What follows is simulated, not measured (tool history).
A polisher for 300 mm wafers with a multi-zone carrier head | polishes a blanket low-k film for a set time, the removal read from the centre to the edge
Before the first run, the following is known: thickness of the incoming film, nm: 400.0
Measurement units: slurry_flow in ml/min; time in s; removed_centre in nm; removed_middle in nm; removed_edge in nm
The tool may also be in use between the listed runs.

Run 1, hour 0: slurry_flow 185 ml/min, centre_zone 1, middle_zone 1, edge_zone 1, slurry_solids 1, time 54 s. Result: removed_centre 37.181 nm, removed_middle 36.711 nm, removed_edge 38.016 nm.
Run 2, hour 3.9: slurry_flow 175 ml/min, centre_zone 0.97, middle_zone 1.01, edge_zone 1, slurry_solids 1, time 54 s. Result: removed_centre 36.232 nm, removed_middle 37.664 nm, removed_edge 37.126 nm.
Run 3, hour 9.2: slurry_flow 165 ml/min, centre_zone 0.94, middle_zone 0.99, edge_zone 1.02, slurry_solids 1, time 54 s. Result: removed_centre 34.28 nm, removed_middle 36.55 nm, removed_edge 37.953 nm.
Run 4, hour 10.2: slurry_flow 155 ml/min, centre_zone 0.93, middle_zone 0.99, edge_zone 1.01, slurry_solids 1, time 54 s. Result: removed_centre 33.395 nm, removed_middle 35.383 nm, removed_edge 37.434 nm.
Run 5, hour 11.9: slurry_flow 155 ml/min, centre_zone 0.93, middle_zone 0.99, edge_zone 1.01, slurry_solids 1.2, time 54 s. Result: removed_centre 36.517 nm, removed_middle 39.807 nm, removed_edge 40.813 nm.
Run 6, hour 18: slurry_flow 150 ml/min, centre_zone 0.91, middle_zone 0.98, edge_zone 0.98, slurry_solids 1.2, time 54 s. Result: removed_centre 34.903 nm, removed_middle 39.315 nm, removed_edge 39.628 nm.
Run 7, hour 21.3: slurry_flow 145 ml/min, centre_zone 0.9, middle_zone 0.97, edge_zone 0.96, slurry_solids 1.2, time 54 s. Result: removed_centre 35.577 nm, removed_middle 37.89 nm, removed_edge 39.068 nm.
Run 8, hour 22.5: slurry_flow 130 ml/min, centre_zone 0.81, middle_zone 1, edge_zone 0.94, slurry_solids 1.05, time 54 s. Result: removed_centre 28.637 nm, removed_middle 35.545 nm, removed_edge 35.72 nm.
Run 9, hour 24.4: slurry_flow 140 ml/min, centre_zone 0.82, middle_zone 0.99, edge_zone 0.94, slurry_solids 1.05, time 54 s. Result: removed_centre 29.76 nm, removed_middle 35.944 nm, removed_edge 36.188 nm.

Expected results for the next run?
Run 10, hour 29.5: slurry_flow 140 ml/min, centre_zone 0.82, middle_zone 0.99, edge_zone 0.94, slurry_solids 1.05, time 54 s. Result: removed_centre ?, removed_middle ?, removed_edge ?.

removed_centre: 29.539 nm
removed_middle: 35.432 nm
removed_edge: 36.774 nm
